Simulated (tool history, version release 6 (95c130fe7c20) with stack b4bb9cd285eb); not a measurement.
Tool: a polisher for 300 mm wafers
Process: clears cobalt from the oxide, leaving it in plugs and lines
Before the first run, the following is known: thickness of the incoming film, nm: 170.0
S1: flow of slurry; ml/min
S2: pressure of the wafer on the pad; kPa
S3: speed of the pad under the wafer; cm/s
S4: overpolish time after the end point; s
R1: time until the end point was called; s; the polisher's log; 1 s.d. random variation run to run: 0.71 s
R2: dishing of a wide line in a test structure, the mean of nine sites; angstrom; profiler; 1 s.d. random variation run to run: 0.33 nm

run	hour	S1	S2	S3	S4	R1	R2
1	0.0	165	16.5	116	8	21.804	285.38
2	6.0	165	16.5	100	8	25.410	275.56
3	10.1	165	15.9	100	8	25.489	267.24
4	15.7	165	15.9	122	8	21.713	283.23
5	17.4	165	15.9	122	10	21.647	306.18
6	23.9	165	15.2	120	10	22.860	309.44
7	24.5	165	14.5	118	10	23.324	300.81
8	25.3	165	13.8	114	10	26.626	285.61
9	33.0	165	13.1	114	10	26.627	294.33
10	36.6	165	12.4	112	10	28.871	289.88

Expected results for the next run?
11	38.3	165	11.7	110	10	?	?

Run 11 produced R1 30.643 s, R2 269.56 angstrom.

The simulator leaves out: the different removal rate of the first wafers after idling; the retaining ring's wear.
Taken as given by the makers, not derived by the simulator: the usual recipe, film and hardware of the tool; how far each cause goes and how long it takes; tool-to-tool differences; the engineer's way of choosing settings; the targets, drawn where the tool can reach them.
